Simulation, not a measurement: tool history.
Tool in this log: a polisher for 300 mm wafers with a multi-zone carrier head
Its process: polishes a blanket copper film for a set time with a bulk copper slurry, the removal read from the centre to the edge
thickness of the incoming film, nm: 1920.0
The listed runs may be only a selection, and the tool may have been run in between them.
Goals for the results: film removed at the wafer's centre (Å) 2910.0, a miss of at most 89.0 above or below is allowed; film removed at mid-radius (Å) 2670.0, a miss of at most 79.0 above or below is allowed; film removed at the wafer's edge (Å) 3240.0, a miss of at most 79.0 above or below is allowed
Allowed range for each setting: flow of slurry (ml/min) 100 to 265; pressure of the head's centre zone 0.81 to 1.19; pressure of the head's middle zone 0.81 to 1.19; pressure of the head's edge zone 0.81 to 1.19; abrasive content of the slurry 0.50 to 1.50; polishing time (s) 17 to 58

run	hour	flow of slurry (ml/min)	pressure of the head's centre zone	pressure of the head's middle zone	pressure of the head's edge zone	abrasive content of the slurry	polishing time (s)	film removed at the wafer's centre (Å)	film removed at mid-radius (Å)	film removed at the wafer's edge (Å)
1	0.0	170	1.00	1.00	1.00	1.00	37	3283.6	3351.5	3379.7
2	2.8	170	1.00	1.00	1.05	1.00	37	3240.1	3329.5	3401.3
3	7.9	160	1.00	0.97	1.05	1.00	37	3228.7	3208.3	3452.4
4	15.1	155	0.99	0.95	1.04	0.95	37	3147.0	3122.5	3353.7
5	19.9	190	0.99	0.95	1.04	0.95	37	3301.0	3210.8	3497.2
6	27.0	175	0.99	0.93	1.04	0.95	37	3228.8	3054.7	3421.6
7	35.3	165	0.98	0.92	1.04	0.95	37	3199.9	3106.8	3362.7
8	44.1	155	0.98	0.90	1.06	0.90	37	3090.5	2983.0	3361.8
9	47.4	150	0.98	0.88	1.06	0.90	37	3070.1	2876.3	3316.0
10	54.4	145	0.98	0.87	1.07	0.90	37	3042.0	2826.9	3332.6
11	60.3	140	0.98	0.86	1.07	0.90	37	2986.3	2742.6	3320.5

Exercise: of the 4 proposed moves below, exactly one satisfies all targets within the stated allowed misses. Which move is it?
A	66.2	130	0.96	0.84	1.03	0.80	38	?	?	?
B	66.2	155	1.00	0.82	1.02	0.80	37	?	?	?
C	66.2	135	0.96	0.83	1.05	1.00	38	?	?	?
D	66.2	175	0.96	0.86	0.99	0.85	35	?	?	?

move	film removed at the wafer's centre (Å)	film removed at mid-radius (Å)	film removed at the wafer's edge (Å)
A	2884.5	2681.7	3219.7
B	3046.1	2665.8	3212.5
C	3044.7	2799.5	3417.6
D	2889.4	2716.4	3080.7
A: hits every target within its allowed miss
B: brings the last run's worst result on target, with another outside its allowed miss
C: moves away from the targets compared with the last run
D: carries the result that was furthest off beyond its target, to the other side
Correct choice: A, which meets every target

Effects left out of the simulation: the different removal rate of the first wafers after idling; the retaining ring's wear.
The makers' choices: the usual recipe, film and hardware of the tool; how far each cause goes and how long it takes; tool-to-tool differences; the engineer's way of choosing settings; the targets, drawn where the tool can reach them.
